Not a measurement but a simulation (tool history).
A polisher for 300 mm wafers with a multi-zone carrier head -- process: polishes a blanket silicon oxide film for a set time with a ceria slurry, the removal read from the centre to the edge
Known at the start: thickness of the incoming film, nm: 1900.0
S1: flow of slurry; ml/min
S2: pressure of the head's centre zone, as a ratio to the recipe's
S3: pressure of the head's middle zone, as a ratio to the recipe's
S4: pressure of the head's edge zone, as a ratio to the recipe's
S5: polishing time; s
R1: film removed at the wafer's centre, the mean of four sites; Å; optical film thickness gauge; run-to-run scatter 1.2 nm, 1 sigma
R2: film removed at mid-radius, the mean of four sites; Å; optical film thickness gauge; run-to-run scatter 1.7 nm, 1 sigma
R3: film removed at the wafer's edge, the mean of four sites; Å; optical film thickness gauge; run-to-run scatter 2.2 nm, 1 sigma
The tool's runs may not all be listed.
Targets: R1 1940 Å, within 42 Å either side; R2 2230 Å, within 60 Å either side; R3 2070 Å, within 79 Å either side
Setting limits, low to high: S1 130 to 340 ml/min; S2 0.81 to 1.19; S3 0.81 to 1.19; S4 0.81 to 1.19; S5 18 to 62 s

run	day	S1	S2	S3	S4	S5	R1	R2	R3
1	0	220	1	1	1	40	3171.8	3351	3221.3
2	0.179	220	1	0.97	1	40	3167.1	3283.2	3300.3
3	0.529	175	1	0.97	1	40	3033.1	3148.9	3175.4
4	0.621	175	1	0.97	1	45	3450.6	3512.8	3501.4
5	0.888	175	1	0.97	1	41	3148.7	3203.6	3301.7
6	1.217	175	1	0.97	1	32	2420.1	2506.1	2542.3
7	1.279	165	0.97	0.97	0.95	31	2266.9	2382.7	2431.4
8	1.329	200	0.92	1.06	0.85	25	1790.4	2150.9	1875.2
9	1.471	215	0.93	1.05	0.88	25	1843.9	2186.4	1934.1
10	1.767	225	0.93	1.04	0.9	25	1865.8	2169.8	1957.9
11	2.017	260	0.93	1.05	0.98	25	1882	2219.1	2063.2
12	2.112	265	0.93	1.05	0.98	25	1880.2	2222.4	2026

Exercise: of the 5 proposed moves below, exactly one satisfies all targets within the stated allowed misses. Which move is it?
A	2.208	300	1.05	1.1	0.93	24	?	?	?
B	2.208	265	1.03	1.16	0.93	23	?	?	?
C	2.208	260	0.92	1.02	0.9	26	?	?	?
D	2.208	235	0.89	0.97	1.06	27	?	?	?
E	2.208	245	0.88	1.05	1	25	?	?	?

move	R1	R2	R3
A	2058.2	2259	1945.6
B	1907.4	2236.5	1844.5
C	1917.7	2261.4	2054.2
D	1899.1	2223.1	2286.7
E	1749.6	2213	2063.7
A: takes the biggest miss from the last run beyond its target
B: brings the result that was furthest off to its target, and leaves another outside
C: in spec on every target
D: brings the result that was furthest off to its target, and leaves another outside
E: lands further from the targets than the last run did
Correct choice: C, which meets every target

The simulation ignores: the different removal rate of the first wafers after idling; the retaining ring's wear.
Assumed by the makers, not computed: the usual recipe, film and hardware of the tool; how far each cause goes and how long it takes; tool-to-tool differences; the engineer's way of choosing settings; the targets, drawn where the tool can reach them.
